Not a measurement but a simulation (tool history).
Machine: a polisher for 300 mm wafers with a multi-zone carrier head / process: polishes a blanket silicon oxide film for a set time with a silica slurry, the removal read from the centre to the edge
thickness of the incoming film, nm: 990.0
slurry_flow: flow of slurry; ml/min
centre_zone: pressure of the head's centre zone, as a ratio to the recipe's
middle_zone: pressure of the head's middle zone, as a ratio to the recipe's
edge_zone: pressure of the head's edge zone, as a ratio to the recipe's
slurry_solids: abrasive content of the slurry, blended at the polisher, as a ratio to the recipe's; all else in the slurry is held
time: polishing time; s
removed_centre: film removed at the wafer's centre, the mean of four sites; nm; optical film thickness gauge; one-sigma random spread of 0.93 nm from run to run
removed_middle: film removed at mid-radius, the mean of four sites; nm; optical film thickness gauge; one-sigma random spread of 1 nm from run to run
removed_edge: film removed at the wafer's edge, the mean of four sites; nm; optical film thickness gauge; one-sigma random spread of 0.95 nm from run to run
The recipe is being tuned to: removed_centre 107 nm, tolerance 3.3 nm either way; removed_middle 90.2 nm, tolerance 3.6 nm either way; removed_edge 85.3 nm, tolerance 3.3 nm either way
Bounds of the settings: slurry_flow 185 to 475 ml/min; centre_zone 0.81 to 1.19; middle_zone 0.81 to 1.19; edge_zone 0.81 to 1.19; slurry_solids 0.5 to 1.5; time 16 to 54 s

run  hour  slurry_flow  centre_zone  middle_zone  edge_zone  slurry_solids  time  removed_centre  removed_middle  removed_edge
  1     0          305            1            1          1              1    35          82.835          82.276        79.944
  2   3.6          305            1            1          1            0.9    35          77.481          77.205        74.815
  3  11.3          305            1            1          1           1.05    35            85.4          83.319        83.077
  4  16.5          315         1.05         1.02          1           1.05    35          90.384          83.982        82.765
  5  23.6          315         1.05         1.02          1           0.95    35          84.598           79.47        77.804
  6  29.7          320         1.09         1.05          1              1    35           91.95          84.839        81.308
  7  31.1          330         1.12         1.06          1              1    35          93.154          86.597        81.026
  8  37.7          330         1.14         1.05       0.99           1.05    35          97.308          87.842        81.237
  9    39          335         1.15         1.04          1            1.1    35          101.39          88.892        84.391

Exactly one of the 5 candidate moves below puts every result within its allowed miss. Which one?
  A  40.3          360         1.13         1.06       1.02           1.05    36               ?               ?             ?
  B  40.3          295         1.13         1.05       1.02            1.3    33               ?               ?             ?
  C  40.3          250         1.13         1.14       1.15            0.8    41               ?               ?             ?
  D  40.3          370         1.19         1.05       1.01              1    37               ?               ?             ?
  E  40.3          295         1.13         1.06       0.97            1.1    36               ?               ?             ?

move  removed_centre  removed_middle  removed_edge
   A          100.18          89.887         85.73
   B          99.493          88.903        85.599
   C           95.11          89.472        86.941
   D          106.06          89.779        85.727
   E          100.71          90.514        84.684
A: the biggest miss grows against the last run
B: the biggest miss grows against the last run
C: the biggest miss grows against the last run
D: every result within its allowed miss
E: the biggest miss grows against the last run
Answer: D
